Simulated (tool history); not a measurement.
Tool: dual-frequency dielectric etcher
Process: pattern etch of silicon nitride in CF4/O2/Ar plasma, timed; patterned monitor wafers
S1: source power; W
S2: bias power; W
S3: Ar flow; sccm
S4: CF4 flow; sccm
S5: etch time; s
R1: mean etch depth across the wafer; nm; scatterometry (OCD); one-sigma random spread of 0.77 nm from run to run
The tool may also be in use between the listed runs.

Run 1, hour 0.0: S1 500 W, S2 50 W, S3 96 sccm, S4 93 sccm, S5 73 s. Result: R1 137.12 nm.
Run 2, hour 0.8: S1 490 W, S2 50 W, S3 96 sccm, S4 93 sccm, S5 73 s. Result: R1 136.77 nm.
Run 3, hour 6.0: S1 490 W, S2 50 W, S3 87 sccm, S4 93 sccm, S5 73 s. Result: R1 139.69 nm.
Run 4, hour 8.5: S1 480 W, S2 50 W, S3 87 sccm, S4 93 sccm, S5 73 s. Result: R1 136.05 nm.
Run 5, hour 14.8: S1 480 W, S2 57 W, S3 87 sccm, S4 93 sccm, S5 73 s. Result: R1 143.84 nm.
Run 6, hour 23.2: S1 480 W, S2 57 W, S3 87 sccm, S4 106 sccm, S5 73 s. Result: R1 143.58 nm.
At hour 24.5: bias power generator calibrated.
Run 7, hour 24.5: S1 470 W, S2 57 W, S3 87 sccm, S4 106 sccm, S5 73 s. Result: R1 140.13 nm.
Run 8, hour 28.8: S1 460 W, S2 57 W, S3 87 sccm, S4 106 sccm, S5 73 s. Result: R1 139.07 nm.

The next listed run, before its measurement:
Run 9, hour 30.8: S1 450 W, S2 57 W, S3 87 sccm, S4 106 sccm, S5 73 s. Result: R1 ?.

Logged for run 9: R1 137.38 nm.
